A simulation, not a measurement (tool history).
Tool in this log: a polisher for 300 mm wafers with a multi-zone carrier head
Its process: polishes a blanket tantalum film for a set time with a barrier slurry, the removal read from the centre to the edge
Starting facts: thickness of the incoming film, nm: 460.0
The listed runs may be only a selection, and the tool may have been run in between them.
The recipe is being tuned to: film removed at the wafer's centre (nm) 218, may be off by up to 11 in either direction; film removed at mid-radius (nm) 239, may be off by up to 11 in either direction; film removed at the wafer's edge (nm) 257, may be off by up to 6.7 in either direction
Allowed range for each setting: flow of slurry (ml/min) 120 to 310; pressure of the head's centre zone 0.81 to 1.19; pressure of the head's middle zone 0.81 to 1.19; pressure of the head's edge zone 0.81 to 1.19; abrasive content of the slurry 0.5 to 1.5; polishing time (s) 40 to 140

run  hour  flow of slurry (ml/min)  pressure of the head's centre zone  pressure of the head's middle zone  pressure of the head's edge zone  abrasive content of the slurry  polishing time (s)  film removed at the wafer's centre (nm)  film removed at mid-radius (nm)  film removed at the wafer's edge (nm)
  1     0                      200                                   1                                   1                                 1                               1                  90                                    180.3                           186.01                                 176.37
  2     5                      200                                   1                                   1                              0.94                               1                  90                                   182.83                           178.41                                 172.44
  3  12.1                      200                                0.99                                0.98                              0.97                            1.05                  92                                   186.21                           186.24                                 180.48
  4  16.5                      200                                0.99                                0.98                              0.97                            0.95                  92                                   177.87                           180.05                                 176.95
  5  17.8                      200                                0.99                                0.98                              1.02                            0.95                  92                                   182.34                           180.88                                 180.92
  6  19.3                      200                                0.97                                0.97                              1.04                               1                  94                                   186.02                           188.22                                 187.35
  7  27.8                      195                                0.95                                0.96                              1.06                            1.05                  97                                   186.39                           195.27                                 197.61
  8  32.9                      195                                0.94                                0.95                              1.08                             1.1                  98                                   189.85                           191.97                                 198.83
  9  41.8                      195                                0.92                                0.95                              1.09                            1.15                 101                                   195.52                           196.19                                 209.38
 10    43                      230                                0.84                                1.05                              1.19                             1.4                 106                                   199.66                           237.21                                 240.57
 11  43.8                      230                                0.84                                1.04                              1.19                             1.4                 106                                   200.05                            237.3                                 246.34
 12  46.3                      235                                0.85                                1.03                              1.19                             1.4                 106                                   202.28                           236.03                                 242.22
 13  52.6                      235                                0.85                                1.02                              1.19                             1.4                 107                                   208.65                           240.17                                 245.88
 14  57.4                      250                                0.84                                0.95                              1.19                             1.5                 108                                   207.57                           226.49                                 252.11

Which one of the following 4 next-run settings gets every result inside its allowed miss? There is exactly one.
  A  62.2                      275                                1.02                                0.92                              1.17                             1.4                 105                                        ?                                ?                                      ?
  B  62.2                      265                                0.89                                1.07                              1.11                            1.45                 109                                        ?                                ?                                      ?
  C  62.2                      225                                0.94                                 0.9                              1.19                             1.5                 105                                        ?                                ?                                      ?
  D  62.2                      205                                0.86                                0.96                              1.16                             1.3                 117                                        ?                                ?                                      ?

move  film removed at the wafer's centre (nm)  film removed at mid-radius (nm)  film removed at the wafer's edge (nm)
   A                                   232.19                           212.57                                 239.18
   B                                      216                           251.67                                 243.11
   C                                   215.48                           207.93                                  241.1
   D                                    215.3                           236.22                                  256.8
A: further off than the last run
B: takes the result that was furthest off past its target
C: further off than the last run
D: every result within its allowed miss
So the answer is move D, the one that meets all the targets.

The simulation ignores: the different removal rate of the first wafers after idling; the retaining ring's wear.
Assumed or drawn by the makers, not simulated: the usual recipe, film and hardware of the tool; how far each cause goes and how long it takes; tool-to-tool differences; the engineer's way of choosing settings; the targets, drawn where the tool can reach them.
